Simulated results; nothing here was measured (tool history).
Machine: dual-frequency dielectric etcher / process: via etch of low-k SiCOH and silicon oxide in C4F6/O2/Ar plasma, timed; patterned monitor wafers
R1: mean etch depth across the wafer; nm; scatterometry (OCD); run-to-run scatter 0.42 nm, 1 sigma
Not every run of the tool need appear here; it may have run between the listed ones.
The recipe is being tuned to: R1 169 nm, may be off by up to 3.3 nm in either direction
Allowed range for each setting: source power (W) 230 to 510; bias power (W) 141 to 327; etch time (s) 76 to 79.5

Run 1, hour 0: source power (W) 370, bias power (W) 234, etch time (s) 76. Result: R1 207.01 nm.
Run 2, hour 7.7: source power (W) 370, bias power (W) 234, etch time (s) 76. Result: R1 207.88 nm.
Run 3, hour 13.6: source power (W) 370, bias power (W) 234, etch time (s) 76. Result: R1 207.35 nm.
Run 4, hour 14.8: source power (W) 370, bias power (W) 203, etch time (s) 76. Result: R1 201.26 nm.
Run 5, hour 22.1: source power (W) 350, bias power (W) 199, etch time (s) 76. Result: R1 191.85 nm.
Run 6, hour 26.3: source power (W) 390, bias power (W) 199, etch time (s) 76. Result: R1 205.65 nm.
Run 7, hour 34.1: source power (W) 380, bias power (W) 198, etch time (s) 76. Result: R1 202.96 nm.
Run 8, hour 40.4: source power (W) 370, bias power (W) 197, etch time (s) 76. Result: R1 199.86 nm.
Run 9, hour 41.3: source power (W) 360, bias power (W) 196, etch time (s) 76. Result: R1 195.4 nm.
Run 10, hour 49.4: source power (W) 350, bias power (W) 195, etch time (s) 76. Result: R1 192.24 nm.
Run 11, hour 54: source power (W) 340, bias power (W) 194, etch time (s) 76. Result: R1 187.81 nm.
Run 12, hour 56.7: source power (W) 330, bias power (W) 193, etch time (s) 76. Result: R1 184.98 nm.
Run 13, hour 65.7: source power (W) 260, bias power (W) 182, etch time (s) 76. Result: R1 152.92 nm.

Next run, 5 choices. One meets every target within its allowed miss, the rest don't. Which?
Run A, hour 74.7: source power (W) 280, bias power (W) 202, etch time (s) 78. Result: R1 ?.
Run B, hour 74.7: source power (W) 260, bias power (W) 213, etch time (s) 77. Result: R1 ?.
Run C, hour 74.7: source power (W) 260, bias power (W) 190, etch time (s) 79.5. Result: R1 ?.
Run D, hour 74.7: source power (W) 280, bias power (W) 223, etch time (s) 79. Result: R1 ?.
Run E, hour 74.7: source power (W) 290, bias power (W) 165, etch time (s) 76. Result: R1 ?.

move      R1
   A  170.62
   B  161.01
   C  161.69
   D  177.07
   E  162.89
A: each result inside its tolerance
B: nearer than the last run, and not there yet
C: nearer than the last run, and not there yet
D: moves the result that the last run missed by most past its target, out the other side
E: nearer than the last run, and not there yet
Go with A: it meets all targets.

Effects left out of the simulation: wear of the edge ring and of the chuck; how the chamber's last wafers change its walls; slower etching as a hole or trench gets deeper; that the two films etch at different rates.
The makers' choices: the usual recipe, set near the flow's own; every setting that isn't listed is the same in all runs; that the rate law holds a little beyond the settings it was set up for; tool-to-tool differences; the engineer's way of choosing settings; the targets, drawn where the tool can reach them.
